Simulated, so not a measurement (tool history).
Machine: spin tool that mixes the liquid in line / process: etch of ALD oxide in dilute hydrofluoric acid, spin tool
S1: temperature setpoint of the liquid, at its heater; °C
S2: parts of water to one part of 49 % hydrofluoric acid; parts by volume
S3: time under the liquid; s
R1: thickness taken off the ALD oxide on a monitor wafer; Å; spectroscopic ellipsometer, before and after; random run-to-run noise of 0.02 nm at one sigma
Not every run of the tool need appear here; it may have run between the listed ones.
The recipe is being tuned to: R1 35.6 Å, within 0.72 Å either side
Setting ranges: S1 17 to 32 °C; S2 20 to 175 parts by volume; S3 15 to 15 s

run	hour	S1	S2	S3	R1
1	0	24	95	15	46.959
2	3.8	22	95	15	43.36
3	11.7	20.5	95	15	41.028
4	14.5	20.5	95	15	41.332
5	21	20.5	125	15	30.122
6	23.2	20.5	140	15	26.442
7	25.5	22.5	140	15	28.597
8	28.2	24	140	15	30.75
# hour 33.5: thermometer replaced
9	33.5	25	140	15	34.288
10	34.8	25.5	140	15	34.712

Consider the 4 candidate settings below. Which is the only one whose results all fall within their allowed miss of target?
A	36.1	24	135	15	?
B	36.1	23	120	15	?
C	36.1	25	130	15	?
D	36.1	20.5	115	15	?

move	R1
A	34.523
B	38.011
C	37.48
D	36.097
A: moves away from the targets compared with the last run
B: takes the result that was furthest off past its target
C: takes the result that was furthest off past its target
D: every result within its allowed miss
So the answer is move D, the one that meets all the targets.
